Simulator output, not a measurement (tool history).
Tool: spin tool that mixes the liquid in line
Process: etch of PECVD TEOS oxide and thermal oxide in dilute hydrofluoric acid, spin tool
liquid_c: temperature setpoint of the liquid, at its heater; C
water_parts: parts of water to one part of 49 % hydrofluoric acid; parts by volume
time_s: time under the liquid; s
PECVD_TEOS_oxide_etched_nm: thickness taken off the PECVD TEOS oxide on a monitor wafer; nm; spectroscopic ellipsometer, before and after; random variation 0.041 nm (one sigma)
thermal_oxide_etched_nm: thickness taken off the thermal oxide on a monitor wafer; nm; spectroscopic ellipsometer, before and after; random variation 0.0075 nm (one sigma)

{"run": 1, "day": 0.0, "liquid_c": 23.0, "water_parts": 100, "time_s": 90, "PECVD_TEOS_oxide_etched_nm": 14.55, "thermal_oxide_etched_nm": 4.0048}
{"run": 2, "day": 0.021, "liquid_c": 21.5, "water_parts": 100, "time_s": 90, "PECVD_TEOS_oxide_etched_nm": 13.783, "thermal_oxide_etched_nm": 3.7888}
{"run": 3, "day": 0.258, "liquid_c": 21.0, "water_parts": 110, "time_s": 90, "PECVD_TEOS_oxide_etched_nm": 12.052, "thermal_oxide_etched_nm": 3.3124}
{"run": 4, "day": 0.371, "liquid_c": 20.5, "water_parts": 115, "time_s": 90, "PECVD_TEOS_oxide_etched_nm": 11.327, "thermal_oxide_etched_nm": 3.0915}
{"run": 5, "day": 0.696, "liquid_c": 20.0, "water_parts": 120, "time_s": 90, "PECVD_TEOS_oxide_etched_nm": 10.63, "thermal_oxide_etched_nm": 2.9139}
{"run": 6, "day": 0.738, "liquid_c": 19.5, "water_parts": 125, "time_s": 90, "PECVD_TEOS_oxide_etched_nm": 9.894, "thermal_oxide_etched_nm": 2.7068}
{"run": 7, "day": 0.854, "liquid_c": 19.5, "water_parts": 130, "time_s": 90, "PECVD_TEOS_oxide_etched_nm": 9.5441, "thermal_oxide_etched_nm": 2.573}
{"run": 8, "day": 1.05, "liquid_c": 19.5, "water_parts": 135, "time_s": 90, "PECVD_TEOS_oxide_etched_nm": 9.1695, "thermal_oxide_etched_nm": 2.4892}

What will run 9 give?
{"run": 9, "day": 1.225, "liquid_c": 19.5, "water_parts": 140, "time_s": 90, "PECVD_TEOS_oxide_etched_nm": "?", "thermal_oxide_etched_nm": "?"}

PECVD_TEOS_oxide_etched_nm: 8.5860 nm
thermal_oxide_etched_nm: 2.3690 nm
